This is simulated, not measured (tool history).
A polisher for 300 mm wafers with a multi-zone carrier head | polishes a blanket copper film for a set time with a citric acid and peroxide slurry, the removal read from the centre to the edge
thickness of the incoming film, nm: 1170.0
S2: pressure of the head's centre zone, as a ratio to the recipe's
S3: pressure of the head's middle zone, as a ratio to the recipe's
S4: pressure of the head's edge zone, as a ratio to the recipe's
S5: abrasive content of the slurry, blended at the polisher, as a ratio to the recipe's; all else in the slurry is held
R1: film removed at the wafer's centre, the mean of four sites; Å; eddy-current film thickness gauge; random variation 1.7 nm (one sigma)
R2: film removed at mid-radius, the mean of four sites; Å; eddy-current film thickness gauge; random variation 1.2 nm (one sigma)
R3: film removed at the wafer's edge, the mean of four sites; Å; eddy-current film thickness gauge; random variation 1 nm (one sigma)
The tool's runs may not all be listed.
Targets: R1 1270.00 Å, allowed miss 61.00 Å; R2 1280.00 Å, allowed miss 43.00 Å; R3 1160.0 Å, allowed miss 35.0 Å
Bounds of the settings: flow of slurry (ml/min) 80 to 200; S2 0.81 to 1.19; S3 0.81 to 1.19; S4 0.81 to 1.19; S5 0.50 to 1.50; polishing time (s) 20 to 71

run 1 hour=0.0 | flow_of_slurry_(ml/min)=130 S2=1.00 S3=1.00 S4=1.00 S5=1.00 polishing_time_(s)=45 | R1=1265.70 R2=1300.60 R3=1334.2
run 2 hour=7.1 | flow_of_slurry_(ml/min)=125 S2=1.02 S3=1.01 S4=0.96 S5=0.95 polishing_time_(s)=45 | R1=1305.00 R2=1296.00 R3=1255.6
run 3 hour=13.2 | flow_of_slurry_(ml/min)=125 S2=1.02 S3=1.01 S4=0.96 S5=0.95 polishing_time_(s)=35 | R1=981.27 R2=996.98 R3=1008.0
run 4 hour=15.4 | flow_of_slurry_(ml/min)=140 S2=1.05 S3=1.04 S4=0.97 S5=1.00 polishing_time_(s)=35 | R1=1087.80 R2=1069.30 R3=1017.2
run 5 hour=19.1 | flow_of_slurry_(ml/min)=140 S2=1.05 S3=1.04 S4=0.93 S5=1.00 polishing_time_(s)=35 | R1=1053.70 R2=1068.90 R3=1000.5
run 6 hour=19.8 | flow_of_slurry_(ml/min)=140 S2=1.05 S3=0.96 S4=0.93 S5=1.00 polishing_time_(s)=35 | R1=1044.70 R2=1016.80 R3=1012.0
run 7 hour=23.5 | flow_of_slurry_(ml/min)=150 S2=1.05 S3=0.99 S4=0.95 S5=1.05 polishing_time_(s)=35 | R1=1096.00 R2=1065.20 R3=1052.2
run 8 hour=32.2 | flow_of_slurry_(ml/min)=160 S2=1.05 S3=1.02 S4=0.96 S5=1.10 polishing_time_(s)=35 | R1=1121.90 R2=1103.70 R3=1053.6
run 9 hour=35.5 | flow_of_slurry_(ml/min)=165 S2=1.05 S3=1.04 S4=0.98 S5=1.15 polishing_time_(s)=35 | R1=1139.30 R2=1131.20 R3=1093.5
run 10 hour=39.5 | flow_of_slurry_(ml/min)=170 S2=1.06 S3=1.06 S4=0.99 S5=1.20 polishing_time_(s)=35 | R1=1194.70 R2=1189.70 R3=1116.0
run 11 hour=47.2 | flow_of_slurry_(ml/min)=195 S2=1.06 S3=1.09 S4=1.01 S5=1.20 polishing_time_(s)=35 | R1=1235.20 R2=1248.30 R3=1147.4

5 next moves are on the table. One of them brings every result within its allowed miss. Which?
run A hour=54.9 | flow_of_slurry_(ml/min)=200 S2=1.17 S3=1.11 S4=0.95 S5=1.15 polishing_time_(s)=35 | R1=? R2=? R3=?
run B hour=54.9 | flow_of_slurry_(ml/min)=200 S2=1.14 S3=1.14 S4=1.04 S5=1.30 polishing_time_(s)=34 | R1=? R2=? R3=?
run C hour=54.9 | flow_of_slurry_(ml/min)=200 S2=1.10 S3=1.08 S4=1.01 S5=1.15 polishing_time_(s)=35 | R1=? R2=? R3=?
run D hour=54.9 | flow_of_slurry_(ml/min)=200 S2=1.11 S3=1.04 S4=0.99 S5=1.20 polishing_time_(s)=35 | R1=? R2=? R3=?
run E hour=54.9 | flow_of_slurry_(ml/min)=195 S2=1.13 S3=1.05 S4=0.96 S5=1.10 polishing_time_(s)=35 | R1=? R2=? R3=?

move=A R1=1305.30 R2=1244.70 R3=1116.7
move=B R1=1278.60 R2=1275.50 R3=1168.4
move=C R1=1236.20 R2=1216.60 R3=1150.4
move=D R1=1259.10 R2=1191.60 R3=1152.3
move=E R1=1246.10 R2=1170.60 R3=1107.5
A: brings the result that was furthest off to its target, and leaves another outside
B: meets every target
C: further off than the last run
D: further off than the last run
E: further off than the last run
Answer: B

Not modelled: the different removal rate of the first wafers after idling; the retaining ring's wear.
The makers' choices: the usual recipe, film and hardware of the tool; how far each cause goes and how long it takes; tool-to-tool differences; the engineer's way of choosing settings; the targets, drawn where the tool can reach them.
